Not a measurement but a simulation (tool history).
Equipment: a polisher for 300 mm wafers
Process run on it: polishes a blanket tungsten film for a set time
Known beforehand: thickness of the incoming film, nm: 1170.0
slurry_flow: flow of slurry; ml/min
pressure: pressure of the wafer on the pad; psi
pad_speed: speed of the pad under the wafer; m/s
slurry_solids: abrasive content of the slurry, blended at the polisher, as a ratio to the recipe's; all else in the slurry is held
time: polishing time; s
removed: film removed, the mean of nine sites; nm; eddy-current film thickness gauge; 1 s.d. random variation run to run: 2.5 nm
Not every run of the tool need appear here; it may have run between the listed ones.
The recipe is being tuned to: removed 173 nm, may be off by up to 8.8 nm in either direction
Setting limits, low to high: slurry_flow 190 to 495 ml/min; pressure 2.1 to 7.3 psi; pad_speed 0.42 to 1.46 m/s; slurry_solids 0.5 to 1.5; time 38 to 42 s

run,hour,slurry_flow,pressure,pad_speed,slurry_solids,time,removed
1,0,320,4.7,0.94,1,42,242.34
2,4.5,320,4.7,0.94,1.2,42,253.84
3,5.6,320,4.4,0.94,1.2,42,231.65
4,12.3,320,4.4,0.86,1.2,42,218.92
5,14.9,320,4.4,0.86,1.4,42,225.96
6,16.7,320,3.6,0.86,1.4,42,204.82
7,24.2,320,3.4,0.86,1.4,42,192.7
8,25.8,320,3.3,0.86,1.4,42,187.53
9,34.8,320,3.2,0.86,1.4,42,186.44
10,36.6,320,3.1,0.86,1.4,42,186.78

Pick the move, out of 5, that brings all results within their allowed miss; only one does.
A,38.4,285,3,0.78,1.4,38,?
B,38.4,405,3.3,0.7,0.85,41,?
C,38.4,320,3,0.78,1.4,38,?
D,38.4,315,3,0.84,1.35,38,?
E,38.4,445,2.2,1.08,1.05,40,?

move,removed
A,147.23
B,145.12
C,148.64
D,157.22
E,175.22
A: carries the result that was furthest off beyond its target, to the other side
B: carries the result that was furthest off beyond its target, to the other side
C: carries the result that was furthest off beyond its target, to the other side
D: carries the result that was furthest off beyond its target, to the other side
E: in spec on every target
Correct choice: E, which meets every target

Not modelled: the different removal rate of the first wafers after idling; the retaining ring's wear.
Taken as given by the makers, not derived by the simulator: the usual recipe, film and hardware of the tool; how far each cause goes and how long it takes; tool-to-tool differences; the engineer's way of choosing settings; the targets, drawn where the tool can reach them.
